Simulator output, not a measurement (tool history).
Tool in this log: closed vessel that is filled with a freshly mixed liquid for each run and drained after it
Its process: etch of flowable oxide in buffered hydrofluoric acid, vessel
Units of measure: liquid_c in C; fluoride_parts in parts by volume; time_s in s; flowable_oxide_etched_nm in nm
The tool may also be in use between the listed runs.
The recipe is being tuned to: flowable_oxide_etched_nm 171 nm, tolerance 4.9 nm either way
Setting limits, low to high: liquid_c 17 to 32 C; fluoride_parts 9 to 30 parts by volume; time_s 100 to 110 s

run	hour	liquid_c	fluoride_parts	time_s	flowable_oxide_etched_nm
1	0	24	24	100	235.53
2	8	24	24	100	233.92
3	12.3	22	24	100	211.42
4	16	20.5	24	100	193.95
5	20	20.5	24	100	195.75
6	23.8	19.5	24	100	186.21
7	25.3	19	24	100	181.87
# hour 33.8: hydrofluoric acid flow meter replaced
8	33.8	17.5	24	100	156.44

Which single option among these 4 for the next run brings every result within its allowed miss of target? Just one does.
A	42.3	17	27.5	100	?
B	42.3	17	19.5	105	?
C	42.3	18	24	105	?
D	42.3	17.5	26.5	100	?

move	flowable_oxide_etched_nm
A	137.23
B	184.17
C	167.66
D	144.89
A: lands further from the targets than the last run did
B: takes the result that was furthest off past its target
C: all results in spec
D: lands further from the targets than the last run did
The right move is C.

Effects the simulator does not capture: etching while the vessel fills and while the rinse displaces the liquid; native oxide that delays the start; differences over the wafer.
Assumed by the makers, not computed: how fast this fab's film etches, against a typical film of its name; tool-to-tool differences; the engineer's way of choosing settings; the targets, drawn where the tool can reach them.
